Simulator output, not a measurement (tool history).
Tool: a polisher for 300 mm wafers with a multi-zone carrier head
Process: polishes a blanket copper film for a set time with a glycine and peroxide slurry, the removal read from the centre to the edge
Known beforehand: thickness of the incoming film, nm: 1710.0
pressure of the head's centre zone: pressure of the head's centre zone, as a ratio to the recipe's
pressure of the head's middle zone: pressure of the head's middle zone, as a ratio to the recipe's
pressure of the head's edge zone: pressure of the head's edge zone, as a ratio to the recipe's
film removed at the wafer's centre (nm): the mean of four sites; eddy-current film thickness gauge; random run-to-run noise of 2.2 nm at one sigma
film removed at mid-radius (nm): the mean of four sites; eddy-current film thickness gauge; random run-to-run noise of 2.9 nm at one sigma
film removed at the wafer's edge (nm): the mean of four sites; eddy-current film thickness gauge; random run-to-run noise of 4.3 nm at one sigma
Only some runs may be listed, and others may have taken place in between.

run    day  flow of slurry (ml/min)  pressure of the head's centre zone  pressure of the head's middle zone  pressure of the head's edge zone  polishing time (s)  film removed at the wafer's centre (nm)  film removed at mid-radius (nm)  film removed at the wafer's edge (nm)
  1  0.000                      315                                1.00                                1.00                              1.00                  62                                   212.12                           223.83                                 215.55
  2  0.371                      315                                1.00                                1.00                              0.93                  62                                   215.06                           220.16                                 206.21
  3  0.704                      315                                1.00                                1.00                              0.96                  62                                   217.35                           225.19                                 207.97
  4  0.938                      315                                1.00                                1.00                              0.93                  62                                   219.51                           223.21                                 204.37
  5  1.308                      315                                0.95                                1.00                              0.93                  62                                   204.65                           221.88                                 202.80
  6  1.479                      305                                0.95                                0.98                              0.98                  66                                   216.77                           235.85                                 224.27
  7  1.592                      305                                0.95                                0.96                              1.02                  69                                   229.95                           239.61                                 237.02
  8  1.854                      295                                0.93                                0.94                              1.05                  72                                   232.01                           244.52                                 257.79
  9  1.929                      285                                0.93                                0.94                              1.07                  74                                   240.16                           253.57                                 264.91
 10  2.162                      375                                0.85                                0.85                              1.17                  85                                   255.44                           265.05                                 314.37
 11  2.517                      375                                0.85                                0.86                              1.17                  85                                   257.02                           275.68                                 323.16

For run 12, what comes out?
 12  2.862                      375                                0.86                                0.86                              1.17                  85                                        ?                                ?                                      ?

Run 12 gave film removed at the wafer's centre (nm) 256.79, film removed at mid-radius (nm) 270.04, film removed at the wafer's edge (nm) 313.47.

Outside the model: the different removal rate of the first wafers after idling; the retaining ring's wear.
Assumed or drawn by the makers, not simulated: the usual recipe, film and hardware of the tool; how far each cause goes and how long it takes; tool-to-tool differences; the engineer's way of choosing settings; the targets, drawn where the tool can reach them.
